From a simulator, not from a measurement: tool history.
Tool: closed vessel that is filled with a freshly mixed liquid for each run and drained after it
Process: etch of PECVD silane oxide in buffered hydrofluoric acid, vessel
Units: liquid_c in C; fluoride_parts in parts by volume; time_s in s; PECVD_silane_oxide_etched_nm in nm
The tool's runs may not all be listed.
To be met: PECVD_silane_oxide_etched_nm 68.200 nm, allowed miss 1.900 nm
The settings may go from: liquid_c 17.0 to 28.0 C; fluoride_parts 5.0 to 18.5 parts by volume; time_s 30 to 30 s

run	hour	liquid_c	fluoride_parts	time_s	PECVD_silane_oxide_etched_nm
1	0.0	20.0	11.5	30	120.260
2	2.2	19.0	13.0	30	100.220
3	6.5	18.5	14.0	30	89.213
4	8.6	18.5	16.5	30	76.589
5	15.4	18.5	15.0	30	83.981
6	20.9	18.0	15.5	30	79.546
7	21.6	17.5	16.0	30	74.583
8	27.3	17.5	16.5	30	72.458

Which of these 4 next moves meets every target?
A	33.0	18.0	16.0	30	?
B	33.0	18.5	16.0	30	?
C	33.0	17.0	17.0	30	?
D	33.0	18.5	16.5	30	?

move	PECVD_silane_oxide_etched_nm
A	76.746
B	78.954
C	68.284
D	76.595
A: further off than the last run
B: further off than the last run
C: meets every target
D: further off than the last run
Answer: C

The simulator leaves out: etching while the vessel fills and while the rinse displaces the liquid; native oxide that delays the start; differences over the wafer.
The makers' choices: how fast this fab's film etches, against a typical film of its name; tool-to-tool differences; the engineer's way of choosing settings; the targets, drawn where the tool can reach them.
